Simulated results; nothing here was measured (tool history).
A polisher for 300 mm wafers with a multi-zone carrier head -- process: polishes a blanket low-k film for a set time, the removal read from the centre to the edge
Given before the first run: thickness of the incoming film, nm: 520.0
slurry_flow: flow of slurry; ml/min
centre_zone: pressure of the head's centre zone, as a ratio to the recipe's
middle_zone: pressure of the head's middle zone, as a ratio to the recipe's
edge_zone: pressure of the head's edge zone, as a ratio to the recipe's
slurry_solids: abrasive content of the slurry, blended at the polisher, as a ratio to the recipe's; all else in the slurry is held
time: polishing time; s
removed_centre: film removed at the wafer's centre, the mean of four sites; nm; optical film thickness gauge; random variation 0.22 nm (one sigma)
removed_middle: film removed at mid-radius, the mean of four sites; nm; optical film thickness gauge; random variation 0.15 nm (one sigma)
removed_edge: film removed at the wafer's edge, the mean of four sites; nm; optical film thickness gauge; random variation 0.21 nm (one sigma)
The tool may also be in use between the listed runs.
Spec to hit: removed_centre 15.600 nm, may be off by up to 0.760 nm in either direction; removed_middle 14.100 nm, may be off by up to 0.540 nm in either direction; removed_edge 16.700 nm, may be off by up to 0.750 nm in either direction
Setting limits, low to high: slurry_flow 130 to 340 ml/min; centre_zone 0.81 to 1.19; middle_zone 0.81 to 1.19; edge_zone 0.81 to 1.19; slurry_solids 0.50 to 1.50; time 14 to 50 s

run	hour	slurry_flow	centre_zone	middle_zone	edge_zone	slurry_solids	time	removed_centre	removed_middle	removed_edge
1	0.0	220	1.00	1.00	1.00	1.00	32	17.495	17.704	17.606
2	2.7	220	1.00	1.00	1.00	0.85	32	15.905	15.845	15.672
3	6.4	220	1.00	0.93	1.00	0.85	32	15.790	14.899	15.807
4	9.8	220	1.00	0.93	1.00	0.85	25	12.219	11.590	12.406
5	16.0	220	1.00	0.93	1.00	0.75	25	11.303	10.567	10.727
6	21.0	220	1.00	0.93	0.92	0.75	25	10.787	10.375	10.659
7	28.9	220	1.00	0.93	0.92	0.75	25	11.148	10.157	10.490
8	35.9	210	0.97	0.88	1.02	1.00	27	14.353	13.035	15.002

Pick the move, out of 4, that brings all results within their allowed miss; only one does.
A	42.9	215	1.12	0.96	0.98	0.80	29	?	?	?
B	42.9	230	1.12	1.03	0.95	0.90	26	?	?	?
C	42.9	185	0.98	0.86	1.05	1.05	29	?	?	?
D	42.9	190	1.06	1.15	1.01	0.85	27	?	?	?

move	removed_centre	removed_middle	removed_edge
A	15.070	13.175	13.298
B	15.027	13.918	13.001
C	15.644	14.340	16.517
D	13.679	14.759	12.993
A: misses by more than the last run did
B: misses by more than the last run did
C: in spec on every target
D: misses by more than the last run did
Go with C: it meets all targets.
